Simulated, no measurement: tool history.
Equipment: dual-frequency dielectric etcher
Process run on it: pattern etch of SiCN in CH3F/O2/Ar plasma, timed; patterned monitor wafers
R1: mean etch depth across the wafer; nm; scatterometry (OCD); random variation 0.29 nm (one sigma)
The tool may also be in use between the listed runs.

run 1 day=0 | source_power_(W)=330 bias_power_(W)=70 etch_time_(s)=123.5 | R1=42.101
run 2 day=0.212 | source_power_(W)=370 bias_power_(W)=70 etch_time_(s)=123.5 | R1=44.258
run 3 day=0.508 | source_power_(W)=380 bias_power_(W)=70 etch_time_(s)=123.5 | R1=45.197
run 4 day=0.721 | source_power_(W)=380 bias_power_(W)=70 etch_time_(s)=123.5 | R1=44.663
run 5 day=0.954 | source_power_(W)=390 bias_power_(W)=70 etch_time_(s)=123.5 | R1=45.195
run 6 day=1.058 | source_power_(W)=390 bias_power_(W)=59 etch_time_(s)=123.5 | R1=43.31
run 7 day=1.171 | source_power_(W)=400 bias_power_(W)=60 etch_time_(s)=123.5 | R1=43.784
run 8 day=1.246 | source_power_(W)=410 bias_power_(W)=61 etch_time_(s)=123.5 | R1=44.5

Run 9 has not been measured yet. What should we expect?
run 9 day=1.304 | source_power_(W)=420 bias_power_(W)=62 etch_time_(s)=123.5 | R1=?

Run 9 yielded R1 44.882 nm.
